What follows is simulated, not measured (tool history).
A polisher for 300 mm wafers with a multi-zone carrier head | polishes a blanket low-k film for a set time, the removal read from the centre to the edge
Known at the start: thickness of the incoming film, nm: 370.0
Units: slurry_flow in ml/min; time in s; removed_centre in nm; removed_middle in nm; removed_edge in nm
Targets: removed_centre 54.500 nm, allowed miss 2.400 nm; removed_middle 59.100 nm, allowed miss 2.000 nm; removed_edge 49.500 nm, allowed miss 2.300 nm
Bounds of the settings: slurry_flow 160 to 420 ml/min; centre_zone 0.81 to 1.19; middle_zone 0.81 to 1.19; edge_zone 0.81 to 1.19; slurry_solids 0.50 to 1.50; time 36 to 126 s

Run 1, hour 0.0: slurry_flow 270 ml/min, centre_zone 1.00, middle_zone 1.00, edge_zone 1.00, slurry_solids 1.00, time 81 s. Result: removed_centre 44.227 nm, removed_middle 44.795 nm, removed_edge 44.473 nm.
Run 2, hour 4.7: slurry_flow 280 ml/min, centre_zone 1.03, middle_zone 1.05, edge_zone 1.00, slurry_solids 1.05, time 81 s. Result: removed_centre 45.683 nm, removed_middle 47.837 nm, removed_edge 45.275 nm.
Run 3, hour 11.7: slurry_flow 285 ml/min, centre_zone 1.06, middle_zone 1.09, edge_zone 0.99, slurry_solids 1.10, time 81 s. Result: removed_centre 49.145 nm, removed_middle 49.946 nm, removed_edge 45.105 nm.
Run 4, hour 15.6: slurry_flow 285 ml/min, centre_zone 1.12, middle_zone 1.09, edge_zone 0.99, slurry_solids 1.10, time 81 s. Result: removed_centre 52.637 nm, removed_middle 50.600 nm, removed_edge 45.688 nm.
Run 5, hour 21.2: slurry_flow 290 ml/min, centre_zone 1.11, middle_zone 1.12, edge_zone 1.00, slurry_solids 1.15, time 81 s. Result: removed_centre 52.181 nm, removed_middle 52.654 nm, removed_edge 47.166 nm.
Run 6, hour 28.1: slurry_flow 290 ml/min, centre_zone 1.11, middle_zone 1.07, edge_zone 1.00, slurry_solids 1.15, time 81 s. Result: removed_centre 53.093 nm, removed_middle 50.209 nm, removed_edge 46.264 nm.
Run 7, hour 30.9: slurry_flow 290 ml/min, centre_zone 1.10, middle_zone 1.10, edge_zone 1.00, slurry_solids 1.20, time 81 s. Result: removed_centre 53.967 nm, removed_middle 52.223 nm, removed_edge 48.036 nm.
Run 8, hour 35.4: slurry_flow 295 ml/min, centre_zone 1.09, middle_zone 1.13, edge_zone 0.99, slurry_solids 1.20, time 82 s. Result: removed_centre 53.348 nm, removed_middle 53.865 nm, removed_edge 48.038 nm.

Which of these 5 next moves meets every target?
Run A, hour 39.9: slurry_flow 285 ml/min, centre_zone 1.02, middle_zone 0.99, edge_zone 1.05, slurry_solids 1.35, time 78 s. Result: removed_centre ?, removed_middle ?, removed_edge ?.
Run B, hour 39.9: slurry_flow 295 ml/min, centre_zone 0.98, middle_zone 1.13, edge_zone 1.04, slurry_solids 1.20, time 93 s. Result: removed_centre ?, removed_middle ?, removed_edge ?.
Run C, hour 39.9: slurry_flow 345 ml/min, centre_zone 1.06, middle_zone 1.15, edge_zone 1.10, slurry_solids 1.30, time 83 s. Result: removed_centre ?, removed_middle ?, removed_edge ?.
Run D, hour 39.9: slurry_flow 295 ml/min, centre_zone 1.10, middle_zone 0.96, edge_zone 1.08, slurry_solids 1.45, time 74 s. Result: removed_centre ?, removed_middle ?, removed_edge ?.
Run E, hour 39.9: slurry_flow 400 ml/min, centre_zone 1.08, middle_zone 1.18, edge_zone 0.99, slurry_solids 1.30, time 79 s. Result: removed_centre ?, removed_middle ?, removed_edge ?.

move  removed_centre  removed_middle  removed_edge
   A          49.111          48.898        50.322
   B          53.588          62.102        56.672
   C          54.492          59.114        54.486
   D          51.951          46.684        50.005
   E          53.514          58.175        49.635
A: further off than the last run
B: takes the result that was furthest off past its target
C: brings the result that was furthest off to its target, and leaves another outside
D: further off than the last run
E: meets every target
Move E is the one to make.
